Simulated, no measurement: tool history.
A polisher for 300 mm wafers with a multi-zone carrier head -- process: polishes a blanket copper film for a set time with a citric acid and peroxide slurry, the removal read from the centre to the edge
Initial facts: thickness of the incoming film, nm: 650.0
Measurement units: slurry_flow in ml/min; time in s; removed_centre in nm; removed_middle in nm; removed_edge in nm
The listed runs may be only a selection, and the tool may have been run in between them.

{"run": 1, "day": 0.0, "slurry_flow": 265, "centre_zone": 1.0, "middle_zone": 1.0, "edge_zone": 1.0, "slurry_solids": 1.0, "time": 73, "removed_centre": 145.63, "removed_middle": 148.66, "removed_edge": 144.17}
{"run": 2, "day": 0.35, "slurry_flow": 265, "centre_zone": 1.0, "middle_zone": 0.96, "edge_zone": 1.0, "slurry_solids": 1.0, "time": 73, "removed_centre": 144.54, "removed_middle": 143.82, "removed_edge": 143.98}
{"run": 3, "day": 0.6, "slurry_flow": 265, "centre_zone": 1.0, "middle_zone": 0.96, "edge_zone": 1.0, "slurry_solids": 1.0, "time": 65, "removed_centre": 128.52, "removed_middle": 126.86, "removed_edge": 130.74}
{"run": 4, "day": 0.696, "slurry_flow": 265, "centre_zone": 1.0, "middle_zone": 0.96, "edge_zone": 1.0, "slurry_solids": 1.0, "time": 52, "removed_centre": 103.24, "removed_middle": 101.26, "removed_edge": 102.92}
{"run": 5, "day": 1.008, "slurry_flow": 265, "centre_zone": 1.0, "middle_zone": 0.96, "edge_zone": 1.0, "slurry_solids": 1.0, "time": 61, "removed_centre": 121.39, "removed_middle": 119.01, "removed_edge": 122.52}
{"run": 6, "day": 1.346, "slurry_flow": 265, "centre_zone": 1.0, "middle_zone": 0.96, "edge_zone": 1.08, "slurry_solids": 1.0, "time": 61, "removed_centre": 119.76, "removed_middle": 120.27, "removed_edge": 125.55}
{"run": 7, "day": 1.588, "slurry_flow": 290, "centre_zone": 1.05, "middle_zone": 1.01, "edge_zone": 1.1, "slurry_solids": 1.15, "time": 66, "removed_centre": 144.17, "removed_middle": 140.44, "removed_edge": 141.56}
{"run": 8, "day": 1.667, "slurry_flow": 305, "centre_zone": 1.08, "middle_zone": 1.06, "edge_zone": 1.12, "slurry_solids": 1.25, "time": 70, "removed_centre": 161.16, "removed_middle": 158.83, "removed_edge": 155.83}
{"run": 9, "day": 1.921, "slurry_flow": 325, "centre_zone": 1.11, "middle_zone": 1.1, "edge_zone": 1.11, "slurry_solids": 1.3, "time": 73, "removed_centre": 173.87, "removed_middle": 174.65, "removed_edge": 162.88}
{"run": 10, "day": 2.071, "slurry_flow": 325, "centre_zone": 1.11, "middle_zone": 1.1, "edge_zone": 1.11, "slurry_solids": 1.3, "time": 73, "removed_centre": 175.55, "removed_middle": 172.89, "removed_edge": 163.08}
{"run": 11, "day": 2.225, "slurry_flow": 335, "centre_zone": 1.13, "middle_zone": 1.13, "edge_zone": 1.11, "slurry_solids": 1.35, "time": 76, "removed_centre": 187.42, "removed_middle": 188.1, "removed_edge": 171.06}
{"run": 12, "day": 2.404, "slurry_flow": 345, "centre_zone": 1.15, "middle_zone": 1.14, "edge_zone": 1.11, "slurry_solids": 1.4, "time": 78, "removed_centre": 197.35, "removed_middle": 194.42, "removed_edge": 177.43}
{"run": 13, "day": 2.546, "slurry_flow": 355, "centre_zone": 1.16, "middle_zone": 1.15, "edge_zone": 1.1, "slurry_solids": 1.45, "time": 80, "removed_centre": 204.14, "removed_middle": 206.54, "removed_edge": 184.75}
{"run": 14, "day": 2.875, "slurry_flow": 345, "centre_zone": 1.17, "middle_zone": 1.15, "edge_zone": 1.08, "slurry_solids": 1.45, "time": 82, "removed_centre": 215.01, "removed_middle": 209.16, "removed_edge": 187.31}
{"run": 15, "day": 3.142, "slurry_flow": 350, "centre_zone": 1.18, "middle_zone": 1.16, "edge_zone": 1.08, "slurry_solids": 1.45, "time": 82, "removed_centre": 214.82, "removed_middle": 209.35, "removed_edge": 186.08}

Forecast run 16:
{"run": 16, "day": 3.438, "slurry_flow": 355, "centre_zone": 1.18, "middle_zone": 1.16, "edge_zone": 1.08, "slurry_solids": 1.45, "time": 83, "removed_centre": "?", "removed_middle": "?", "removed_edge": "?"}

removed_centre: 217.72 nm
removed_middle: 212.52 nm
removed_edge: 188.38 nm

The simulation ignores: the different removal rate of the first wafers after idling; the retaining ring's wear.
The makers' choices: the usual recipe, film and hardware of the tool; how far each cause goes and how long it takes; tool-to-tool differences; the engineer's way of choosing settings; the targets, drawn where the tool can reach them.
